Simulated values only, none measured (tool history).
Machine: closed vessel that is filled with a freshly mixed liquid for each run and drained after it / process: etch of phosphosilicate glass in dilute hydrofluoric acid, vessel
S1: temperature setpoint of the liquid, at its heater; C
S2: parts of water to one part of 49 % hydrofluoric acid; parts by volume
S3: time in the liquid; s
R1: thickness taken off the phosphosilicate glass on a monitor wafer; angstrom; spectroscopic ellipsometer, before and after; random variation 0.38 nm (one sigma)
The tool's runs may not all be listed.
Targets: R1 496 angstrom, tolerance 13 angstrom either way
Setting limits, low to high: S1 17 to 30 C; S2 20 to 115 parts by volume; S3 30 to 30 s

{"run": 1, "hour": 0.0, "S1": 22, "S2": 65, "S3": 30, "R1": 278.13}
{"run": 2, "hour": 0.6, "S1": 22, "S2": 55, "S3": 30, "R1": 334.05}
{"run": 3, "hour": 8.4, "S1": 23, "S2": 55, "S3": 30, "R1": 350.2}
{"run": 4, "hour": 10.3, "S1": 20, "S2": 55, "S3": 30, "R1": 300.49}
{"run": 5, "hour": 13.2, "S1": 20, "S2": 75, "S3": 30, "R1": 217.03}
{"run": 6, "hour": 14.3, "S1": 20, "S2": 75, "S3": 30, "R1": 221.01}
{"run": 7, "hour": 22.2, "S1": 21, "S2": 70, "S3": 30, "R1": 244.36}
{"run": 8, "hour": 23.7, "S1": 22, "S2": 70, "S3": 30, "R1": 255.72}
{"run": 9, "hour": 31.8, "S1": 23, "S2": 70, "S3": 30, "R1": 266.02}

Which single option among these 4 for the next run brings every result within its allowed miss of target? Just one does.
{"run": "A", "hour": 39.9, "S1": 26, "S2": 40, "S3": 30, "R1": "?"}
{"run": "B", "hour": 39.9, "S1": 27.5, "S2": 40, "S3": 30, "R1": "?"}
{"run": "C", "hour": 39.9, "S1": 21.5, "S2": 50, "S3": 30, "R1": "?"}
{"run": "D", "hour": 39.9, "S1": 23.5, "S2": 40, "S3": 30, "R1": "?"}

move=A R1=553.7
move=B R1=588.49
move=C R1=362.82
move=D R1=499.45
A: carries the result that was furthest off beyond its target, to the other side
B: carries the result that was furthest off beyond its target, to the other side
C: better than the last run, though not everything is in spec
D: all results land within tolerance of their targets
D meets every target.

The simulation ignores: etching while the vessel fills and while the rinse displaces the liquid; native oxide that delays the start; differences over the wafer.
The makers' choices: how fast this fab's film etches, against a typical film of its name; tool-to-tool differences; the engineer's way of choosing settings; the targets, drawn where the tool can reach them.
